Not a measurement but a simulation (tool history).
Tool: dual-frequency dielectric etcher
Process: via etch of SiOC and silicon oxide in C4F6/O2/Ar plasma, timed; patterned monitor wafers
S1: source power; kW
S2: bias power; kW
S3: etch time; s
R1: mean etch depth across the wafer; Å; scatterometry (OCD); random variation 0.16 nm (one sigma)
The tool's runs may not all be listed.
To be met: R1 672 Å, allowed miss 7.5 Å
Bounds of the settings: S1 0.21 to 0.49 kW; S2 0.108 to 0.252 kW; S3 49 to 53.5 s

Run 1, hour 0: S1 0.35 kW, S2 0.18 kW, S3 53.5 s. Result: R1 609.11 Å.
Run 2, hour 8.2: S1 0.35 kW, S2 0.159 kW, S3 53.5 s. Result: R1 590.12 Å.
Run 3, hour 14.3: S1 0.35 kW, S2 0.159 kW, S3 53.5 s. Result: R1 589.35 Å.
Run 4, hour 19.6: S1 0.35 kW, S2 0.159 kW, S3 49 s. Result: R1 542.81 Å.
Run 5, hour 21.3: S1 0.39 kW, S2 0.169 kW, S3 49 s. Result: R1 573.37 Å.
Run 6, hour 25.1: S1 0.45 kW, S2 0.169 kW, S3 49 s. Result: R1 613.15 Å.
Run 7, hour 25.9: S1 0.46 kW, S2 0.179 kW, S3 49 s. Result: R1 628.28 Å.
Run 8, hour 31.6: S1 0.47 kW, S2 0.186 kW, S3 49 s. Result: R1 639.76 Å.
Run 9, hour 39.3: S1 0.48 kW, S2 0.192 kW, S3 49 s. Result: R1 647.79 Å.
Run 10, hour 40.6: S1 0.48 kW, S2 0.198 kW, S3 49 s. Result: R1 656.37 Å.
Run 11, hour 46.4: S1 0.48 kW, S2 0.201 kW, S3 49 s. Result: R1 657.57 Å.

4 next moves are on the table. One of them brings every result within its allowed miss. Which?
Run A, hour 52.2: S1 0.49 kW, S2 0.174 kW, S3 52.5 s. Result: R1 ?.
Run B, hour 52.2: S1 0.48 kW, S2 0.196 kW, S3 49 s. Result: R1 ?.
Run C, hour 52.2: S1 0.49 kW, S2 0.195 kW, S3 50 s. Result: R1 ?.
Run D, hour 52.2: S1 0.48 kW, S2 0.214 kW, S3 50.5 s. Result: R1 ?.

move      R1
   A  684.03
   B  652.98
   C  671.19
   D  689.24
A: takes the result that was furthest off past its target
B: further off than the last run
C: meets every target
D: takes the result that was furthest off past its target
The right move is C.

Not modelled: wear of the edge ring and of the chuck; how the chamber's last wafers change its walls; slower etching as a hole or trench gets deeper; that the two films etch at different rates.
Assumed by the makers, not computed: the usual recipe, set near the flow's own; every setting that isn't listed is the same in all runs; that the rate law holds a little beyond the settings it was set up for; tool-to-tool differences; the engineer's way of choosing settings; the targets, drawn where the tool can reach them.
